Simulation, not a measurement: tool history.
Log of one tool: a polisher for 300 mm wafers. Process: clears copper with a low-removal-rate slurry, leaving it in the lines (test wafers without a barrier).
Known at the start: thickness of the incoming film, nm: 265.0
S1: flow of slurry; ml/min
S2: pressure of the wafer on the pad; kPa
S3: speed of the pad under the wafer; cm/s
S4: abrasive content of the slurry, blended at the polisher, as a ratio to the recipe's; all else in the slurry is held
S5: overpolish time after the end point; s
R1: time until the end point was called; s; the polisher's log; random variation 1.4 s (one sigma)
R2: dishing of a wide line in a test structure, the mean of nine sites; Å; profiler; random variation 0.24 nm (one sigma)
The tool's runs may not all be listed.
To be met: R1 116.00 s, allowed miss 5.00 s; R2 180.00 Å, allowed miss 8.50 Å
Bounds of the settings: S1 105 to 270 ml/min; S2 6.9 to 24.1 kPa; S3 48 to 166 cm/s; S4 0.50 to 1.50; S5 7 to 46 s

run,day,S1,S2,S3,S4,S5,R1,R2
1,0.000,175,15.2,106,1.00,24,143.10,211.37
2,0.325,175,15.9,106,1.00,21,136.11,199.36
3,0.646,175,16.5,106,1.00,19,131.91,185.22
4,0.771,175,16.5,106,1.10,19,131.88,191.43
5,0.883,175,16.5,84,1.10,19,160.62,169.55
# day 1.167: head pressure recalibrated
6,1.167,175,16.5,100,1.10,19,129.16,197.13
7,1.496,175,17.2,100,1.10,18,127.00,194.55
8,1.725,190,18.6,102,1.10,11,116.25,145.03
9,1.750,180,18.6,102,1.10,11,115.94,148.43
10,1.779,175,18.6,102,1.15,12,117.80,155.92
11,1.829,170,18.6,102,1.15,13,114.91,162.56

Which of these 5 next moves meets every target?
A,1.879,175,21.4,104,0.90,13,?,?
B,1.879,215,20.7,90,1.20,11,?,?
C,1.879,195,14.5,118,1.30,13,?,?
D,1.879,155,15.2,120,1.25,15,?,?
E,1.879,150,17.9,106,1.15,13,?,?

move,R1,R2
A,108.17,170.72
B,115.55,144.80
C,117.25,159.70
D,115.62,177.48
E,116.85,161.13
A: nearer than the last run, and not there yet
B: further off than the last run
C: further off than the last run
D: meets every target
E: further off than the last run
Move D is the one to make.
